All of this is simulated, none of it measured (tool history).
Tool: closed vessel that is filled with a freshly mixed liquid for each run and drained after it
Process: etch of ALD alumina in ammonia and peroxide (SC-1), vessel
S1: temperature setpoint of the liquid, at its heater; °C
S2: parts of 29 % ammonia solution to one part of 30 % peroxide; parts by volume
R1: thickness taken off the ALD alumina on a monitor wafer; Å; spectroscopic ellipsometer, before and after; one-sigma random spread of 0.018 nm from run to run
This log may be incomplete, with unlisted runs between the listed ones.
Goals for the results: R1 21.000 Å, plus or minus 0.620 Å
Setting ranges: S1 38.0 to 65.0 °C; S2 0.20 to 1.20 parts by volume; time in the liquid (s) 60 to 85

Run 1, hour 0.0: S1 49.0 °C, S2 0.70 parts by volume, time in the liquid (s) 85. Result: R1 38.135 Å.
Run 2, hour 3.3: S1 49.0 °C, S2 0.80 parts by volume, time in the liquid (s) 85. Result: R1 38.157 Å.
Run 3, hour 8.9: S1 48.0 °C, S2 0.80 parts by volume, time in the liquid (s) 85. Result: R1 36.995 Å.
Run 4, hour 17.3: S1 48.0 °C, S2 0.55 parts by volume, time in the liquid (s) 85. Result: R1 35.594 Å.
Run 5, hour 25.8: S1 45.0 °C, S2 0.55 parts by volume, time in the liquid (s) 85. Result: R1 29.931 Å.
Run 6, hour 30.8: S1 45.0 °C, S2 0.55 parts by volume, time in the liquid (s) 85. Result: R1 29.782 Å.
Run 7, hour 33.3: S1 44.5 °C, S2 0.55 parts by volume, time in the liquid (s) 85. Result: R1 28.799 Å.
Run 8, hour 38.0: S1 44.0 °C, S2 0.55 parts by volume, time in the liquid (s) 85. Result: R1 28.081 Å.
Run 9, hour 41.4: S1 43.5 °C, S2 0.55 parts by volume, time in the liquid (s) 85. Result: R1 27.423 Å.
At hour 48.8: new drum of ammonia solution connected.
Run 10, hour 48.8: S1 43.0 °C, S2 0.55 parts by volume, time in the liquid (s) 85. Result: R1 27.138 Å.
Run 11, hour 56.2: S1 38.0 °C, S2 0.55 parts by volume, time in the liquid (s) 85. Result: R1 20.039 Å.

Of the 4 settings listed for the next run, only one would bring every result within its allowed miss of target. Which one?
Run A, hour 63.6: S1 38.0 °C, S2 0.50 parts by volume, time in the liquid (s) 80. Result: R1 ?.
Run B, hour 63.6: S1 38.0 °C, S2 0.45 parts by volume, time in the liquid (s) 85. Result: R1 ?.
Run C, hour 63.6: S1 44.0 °C, S2 0.35 parts by volume, time in the liquid (s) 60. Result: R1 ?.
Run D, hour 63.6: S1 45.5 °C, S2 0.40 parts by volume, time in the liquid (s) 60. Result: R1 ?.

move      R1
   A  18.302
   B  19.250
   C  18.858
   D  20.808
A: moves away from the targets compared with the last run
B: moves away from the targets compared with the last run
C: moves away from the targets compared with the last run
D: hits every target within its allowed miss
D is the move that brings every result within its allowed miss.

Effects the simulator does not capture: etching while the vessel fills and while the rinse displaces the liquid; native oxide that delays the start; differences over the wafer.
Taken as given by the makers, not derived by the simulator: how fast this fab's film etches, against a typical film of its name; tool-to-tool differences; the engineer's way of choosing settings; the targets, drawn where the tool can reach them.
